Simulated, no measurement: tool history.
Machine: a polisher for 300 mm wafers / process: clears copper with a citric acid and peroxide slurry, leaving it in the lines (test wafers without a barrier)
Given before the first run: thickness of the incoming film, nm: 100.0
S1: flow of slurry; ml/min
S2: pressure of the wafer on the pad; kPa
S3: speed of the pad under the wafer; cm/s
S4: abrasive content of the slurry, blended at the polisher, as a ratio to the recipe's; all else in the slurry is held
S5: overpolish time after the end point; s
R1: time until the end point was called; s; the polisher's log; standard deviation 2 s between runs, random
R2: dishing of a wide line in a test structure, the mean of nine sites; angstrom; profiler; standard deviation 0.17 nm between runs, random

run  hour   S1    S2  S3    S4  S5      R1      R2
  1   0.0  135  14.5  84  1.00  15  72.533  124.99
  2   4.2  135  13.1  84  1.00  16  81.103  120.65
  3   5.7  135  13.1  84  1.15  16  79.970  125.89
  4   7.5  115  13.1  84  1.15  16  80.845  122.44
  5  14.9  115  12.4  84  1.15  17  85.754  122.74
  6  18.8  115  11.7  84  1.15  18  90.785  128.17

Predict the results of run 7:
  7  21.7  115  11.0  84  1.15  18   ?   ?

{"run 7": {"R1": 99.495, "R2": 120.32}}

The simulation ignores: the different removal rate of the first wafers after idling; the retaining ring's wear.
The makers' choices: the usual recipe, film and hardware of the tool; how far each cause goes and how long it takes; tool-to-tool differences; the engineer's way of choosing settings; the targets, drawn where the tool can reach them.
